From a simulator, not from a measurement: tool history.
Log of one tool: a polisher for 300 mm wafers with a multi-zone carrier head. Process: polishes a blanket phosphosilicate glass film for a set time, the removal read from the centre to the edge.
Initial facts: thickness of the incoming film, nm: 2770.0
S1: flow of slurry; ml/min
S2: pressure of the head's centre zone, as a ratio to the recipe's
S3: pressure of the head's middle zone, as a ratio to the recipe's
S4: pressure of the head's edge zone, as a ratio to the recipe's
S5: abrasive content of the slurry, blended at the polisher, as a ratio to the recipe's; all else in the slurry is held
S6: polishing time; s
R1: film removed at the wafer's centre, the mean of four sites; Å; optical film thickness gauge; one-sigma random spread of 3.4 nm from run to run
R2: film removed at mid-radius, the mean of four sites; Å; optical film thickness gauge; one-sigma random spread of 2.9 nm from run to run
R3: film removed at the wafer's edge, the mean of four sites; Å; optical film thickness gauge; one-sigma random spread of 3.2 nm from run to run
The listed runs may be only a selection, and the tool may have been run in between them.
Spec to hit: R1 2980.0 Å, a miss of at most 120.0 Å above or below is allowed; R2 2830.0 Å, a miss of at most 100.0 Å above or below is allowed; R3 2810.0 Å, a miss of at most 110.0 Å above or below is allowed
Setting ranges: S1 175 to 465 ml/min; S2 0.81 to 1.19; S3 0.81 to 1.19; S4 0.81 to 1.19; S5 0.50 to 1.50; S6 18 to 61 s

run,hour,S1,S2,S3,S4,S5,S6,R1,R2,R3
1,0.0,295,1.00,1.00,1.00,1.00,39,3914.4,4015.6,4030.7
2,3.8,295,1.00,0.99,0.99,0.95,39,3831.1,3826.5,3844.8
3,9.1,295,0.99,0.98,0.97,0.90,39,3603.7,3666.2,3710.6
4,9.8,295,0.99,0.98,0.97,0.90,44,4130.6,4149.6,4155.4
5,11.7,295,0.99,0.98,0.97,0.90,35,3323.9,3263.6,3348.4
6,18.8,295,0.99,0.98,0.95,0.90,35,3284.1,3209.6,3287.8
7,24.9,295,0.99,0.98,0.93,0.90,35,3350.6,3249.7,3268.7
8,28.2,295,0.98,0.98,0.92,0.90,35,3289.8,3270.4,3351.7
9,36.8,290,1.04,1.00,0.89,0.65,34,2570.3,2483.7,2382.1
10,39.6,295,1.04,1.00,0.90,0.65,34,2559.2,2426.7,2421.4
11,44.3,320,1.11,1.10,1.00,0.85,34,3481.5,3358.7,3134.8
12,50.0,315,1.10,1.09,0.99,0.85,34,3416.5,3348.4,3065.5
13,53.4,310,1.09,1.08,0.98,0.85,34,3441.4,3289.6,3147.2
14,56.5,310,1.08,1.07,0.97,0.85,34,3324.1,3322.0,3113.4
15,61.4,305,1.08,1.06,0.96,0.85,34,3344.0,3266.8,3083.2
16,69.7,300,1.08,1.05,0.95,0.85,34,3322.3,3244.6,3088.1
17,75.3,295,1.05,0.96,0.88,0.65,34,2600.4,2403.3,2376.3
18,83.9,295,1.05,0.96,0.88,0.65,34,2614.5,2370.0,2344.2
19,84.7,300,1.05,0.97,0.90,0.65,34,2578.7,2431.9,2346.3
20,85.8,290,1.05,0.98,0.90,0.65,34,2578.2,2397.2,2399.8
21,90.1,300,1.05,0.99,0.92,0.65,34,2603.4,2457.1,2438.5
22,94.4,305,1.06,1.00,0.93,0.65,34,2593.0,2453.9,2412.2
23,100.7,300,1.06,1.00,0.94,0.65,34,2587.8,2477.0,2458.8
24,106.5,300,1.07,1.00,0.95,0.65,34,2697.0,2440.0,2443.9
25,110.5,300,1.07,1.01,0.96,0.65,34,2662.4,2479.4,2416.6
26,118.3,305,1.07,1.01,0.97,0.65,34,2637.3,2457.9,2493.0
# hour 120.4: worn pad replaced by a new one
27,120.4,305,1.08,1.02,0.98,0.65,34,2827.3,2642.5,2608.2

5 next moves are on the table. One of them brings every result within its allowed miss. Which?
A,122.5,265,1.08,1.05,1.02,0.65,34,?,?,?
B,122.5,300,0.92,1.08,0.92,0.80,30,?,?,?
C,122.5,300,1.01,0.99,1.06,0.65,35,?,?,?
D,122.5,265,1.07,1.02,0.98,0.75,32,?,?,?
E,122.5,305,1.02,0.92,0.94,0.70,34,?,?,?

move,R1,R2,R3
A,2761.3,2683.6,2638.7
B,2534.2,2959.8,2709.4
C,2698.3,2672.5,2795.2
D,2938.3,2816.1,2787.3
E,2847.6,2634.2,2775.3
A: no better and no worse than the last run
B: takes the biggest miss from the last run beyond its target
C: moves away from the targets compared with the last run
D: all results in spec
E: no better and no worse than the last run
D is the move that brings every result within its allowed miss.
